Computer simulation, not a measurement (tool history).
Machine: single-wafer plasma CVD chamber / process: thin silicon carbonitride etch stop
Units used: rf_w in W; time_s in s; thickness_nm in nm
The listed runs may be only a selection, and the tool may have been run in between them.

run,day,rf_w,time_s,thickness_nm
1,0.000,155,12.4,7.2648
2,0.258,155,11.4,6.7337
3,0.388,155,12.3,7.2139
4,0.608,175,12.3,7.4313
5,0.742,170,12.1,7.2385
6,1.000,180,12.1,7.2866
7,1.029,180,12.1,7.3170
8,1.167,180,11.9,7.1914

Run 9 is up next; what results do you expect?
9,1.300,180,11.7,?

thickness_nm: 7.0161 nm
